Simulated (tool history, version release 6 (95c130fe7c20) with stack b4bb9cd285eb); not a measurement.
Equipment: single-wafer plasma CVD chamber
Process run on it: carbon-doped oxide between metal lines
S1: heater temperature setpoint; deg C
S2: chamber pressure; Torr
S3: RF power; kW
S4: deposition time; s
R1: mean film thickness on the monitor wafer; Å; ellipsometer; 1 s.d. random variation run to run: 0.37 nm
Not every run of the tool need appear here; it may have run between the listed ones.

| run | day | S1 | S2 | S3 | S4 | R1 |
|---|---|---|---|---|---|---|
| 1 | 0 | 325 | 4.2 | 0.38 | 19.8 | 862.21 |
| 2 | 0.308 | 328 | 3.99 | 0.36 | 19.7 | 813.17 |
| 3 | 0.683 | 328 | 4.28 | 0.36 | 19.7 | 815.57 |
| 4 | 0.779 | 328 | 4.28 | 0.36 | 19.8 | 820.03 |
| 5 | 1.092 | 338 | 4.28 | 0.36 | 19.8 | 794.27 |
| 6 | 1.175 | 338 | 4.59 | 0.36 | 19.8 | 797.29 |
| 7 | 1.421 | 339 | 4.54 | 0.345 | 19.7 | 772.97 |
| 8 | 1.796 | 339 | 4.54 | 0.345 | 19.7 | 770.92 |
| 9 | 2.162 | 340 | 4.47 | 0.335 | 19.7 | 748.51 |
| 10 | 2.196 | 341 | 4.38 | 0.33 | 19.7 | 729.78 |
| 11 | 2.279 | 342 | 4.26 | 0.325 | 19.7 | 717.15 |

Run 12, settings as shown, results not yet in. Your forecast:
| 12 | 2.421 | 343 | 4.18 | 0.325 | 19.7 | ? |

Run 12 produced R1 711.25 Å.
